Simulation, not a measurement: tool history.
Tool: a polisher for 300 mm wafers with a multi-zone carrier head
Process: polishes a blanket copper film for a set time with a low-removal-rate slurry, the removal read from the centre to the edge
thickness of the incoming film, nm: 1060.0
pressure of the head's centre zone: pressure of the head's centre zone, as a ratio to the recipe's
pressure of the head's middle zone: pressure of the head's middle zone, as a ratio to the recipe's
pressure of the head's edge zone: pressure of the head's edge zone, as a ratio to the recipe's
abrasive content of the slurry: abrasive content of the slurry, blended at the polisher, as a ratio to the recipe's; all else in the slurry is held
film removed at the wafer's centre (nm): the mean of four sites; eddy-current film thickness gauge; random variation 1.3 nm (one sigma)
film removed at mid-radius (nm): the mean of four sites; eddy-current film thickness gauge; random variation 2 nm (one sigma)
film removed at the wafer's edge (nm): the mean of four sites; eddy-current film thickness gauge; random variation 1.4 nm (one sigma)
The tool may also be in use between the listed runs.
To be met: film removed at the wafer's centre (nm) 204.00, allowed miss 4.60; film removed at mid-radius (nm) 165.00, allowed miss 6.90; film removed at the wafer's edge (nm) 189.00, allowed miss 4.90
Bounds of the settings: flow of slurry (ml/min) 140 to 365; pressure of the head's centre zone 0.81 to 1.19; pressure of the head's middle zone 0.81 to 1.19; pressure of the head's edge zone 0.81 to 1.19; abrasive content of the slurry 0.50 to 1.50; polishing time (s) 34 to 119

run  hour  flow of slurry (ml/min)  pressure of the head's centre zone  pressure of the head's middle zone  pressure of the head's edge zone  abrasive content of the slurry  polishing time (s)  film removed at the wafer's centre (nm)  film removed at mid-radius (nm)  film removed at the wafer's edge (nm)
  1   0.0                      235                                1.00                                1.00                              1.00                            1.00                  76                                   153.46                           163.83                                 151.83
  2   3.7                      245                                1.03                                0.97                              1.04                            1.10                  76                                   160.73                           156.85                                 159.70
  3   4.4                      245                                0.95                                0.97                              1.04                            1.10                  76                                   152.37                           157.35                                 158.85
  4   5.3                      245                                0.95                                0.97                              1.04                            1.25                  76                                   154.12                           165.44                                 165.23
  5  12.3                      260                                1.00                                0.96                              1.06                            1.30                  76                                   166.54                           167.11                                 170.73
  6  14.9                      260                                0.93                                0.96                              1.06                            1.30                  76                                   154.28                           165.73                                 170.13
  7  18.9                      275                                0.98                                0.95                              1.08                            1.30                  76                                   164.63                           165.85                                 171.48
  8  26.8                      315                                1.08                                0.85                              1.18                            1.50                  77                                   188.36                           156.95                                 189.50

5 next moves are on the table. One of them brings every result within its allowed miss. Which?
  A  34.7                      295                                1.06                                0.83                              1.19                            1.45                  75                                        ?                                ?                                      ?
  B  34.7                      260                                1.04                                0.92                              1.12                            1.30                  82                                        ?                                ?                                      ?
  C  34.7                      280                                1.11                                0.90                              1.19                            1.35                  84                                        ?                                ?                                      ?
  D  34.7                      365                                1.11                                0.83                              1.05                            1.35                  82                                        ?                                ?                                      ?
  E  34.7                      290                                1.03                                0.90                              1.17                            1.50                  81                                        ?                                ?                                      ?

move  film removed at the wafer's centre (nm)  film removed at mid-radius (nm)  film removed at the wafer's edge (nm)
   A                                   180.36                           148.91                                 184.60
   B                                   186.65                           170.69                                 188.61
   C                                   205.68                           174.36                                 202.28
   D                                   205.47                           162.68                                 188.45
   E                                   191.39                           173.13                                 198.86
A: further off than the last run
B: further off than the last run
C: brings the result that was furthest off to its target, and leaves another outside
D: meets every target
E: nearer than the last run, and not there yet
Move D is the one to make.
